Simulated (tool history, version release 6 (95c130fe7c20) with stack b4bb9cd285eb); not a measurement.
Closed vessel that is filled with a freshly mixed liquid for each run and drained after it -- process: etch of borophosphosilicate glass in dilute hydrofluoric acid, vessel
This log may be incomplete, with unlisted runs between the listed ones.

run  hour  temperature setpoint of the liquid (K)  parts of water to one part of 49 % hydrofluoric acid (parts by volume)  time in the liquid (s)  thickness taken off the borophosphosilicate glass on a monitor wafer (nm)
  1   0.0                                  296.15                                                                      60                     100                                                                     89.187
  2   6.1                                  296.15                                                                      60                     105                                                                     94.912
  3  12.4                                  293.65                                                                      60                     105                                                                     84.773
  4  20.2                                  296.65                                                                      55                     105                                                                    107.430
  5  25.2                                  298.65                                                                      55                     105                                                                    113.800
  6  32.7                                  298.65                                                                      55                     100                                                                    110.660
  7  39.4                                  300.15                                                                      50                     100                                                                    125.080
  8  46.9                                  304.15                                                                      35                     100                                                                    224.230
  9  53.2                                  302.65                                                                      35                     100                                                                    205.530

What will run 10 give?
 10  59.7                                  301.65                                                                      35                     100                                                                          ?

{"run 10": {"thickness taken off the borophosphosilicate glass on a monitor wafer (nm)": 196.96}}
